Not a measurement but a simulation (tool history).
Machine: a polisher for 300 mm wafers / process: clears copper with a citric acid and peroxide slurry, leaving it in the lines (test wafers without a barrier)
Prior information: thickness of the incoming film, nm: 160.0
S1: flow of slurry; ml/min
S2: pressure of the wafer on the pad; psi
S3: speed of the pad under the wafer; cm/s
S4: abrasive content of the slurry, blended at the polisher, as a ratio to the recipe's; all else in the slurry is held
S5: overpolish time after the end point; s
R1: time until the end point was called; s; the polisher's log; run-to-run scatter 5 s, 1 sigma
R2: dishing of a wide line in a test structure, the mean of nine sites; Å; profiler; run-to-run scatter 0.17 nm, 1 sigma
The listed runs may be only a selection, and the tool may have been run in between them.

run	hour	S1	S2	S3	S4	S5	R1	R2
1	0.0	250	2.2	108	1.0	13	113.45	154.34
2	2.6	250	2.2	108	1.0	17	114.31	196.29
3	3.4	220	2.2	108	1.0	17	113.70	188.53
4	9.3	215	1.9	96	1.0	16	146.88	135.94
5	10.9	215	1.7	90	1.0	16	176.90	118.37
6	16.6	215	1.7	102	1.0	16	156.59	137.46

What does the tool deliver on the next run?
7	25.5	215	1.5	94	1.0	16	?	?

Run 7 produced R1 189.42 s, R2 109.45 Å.

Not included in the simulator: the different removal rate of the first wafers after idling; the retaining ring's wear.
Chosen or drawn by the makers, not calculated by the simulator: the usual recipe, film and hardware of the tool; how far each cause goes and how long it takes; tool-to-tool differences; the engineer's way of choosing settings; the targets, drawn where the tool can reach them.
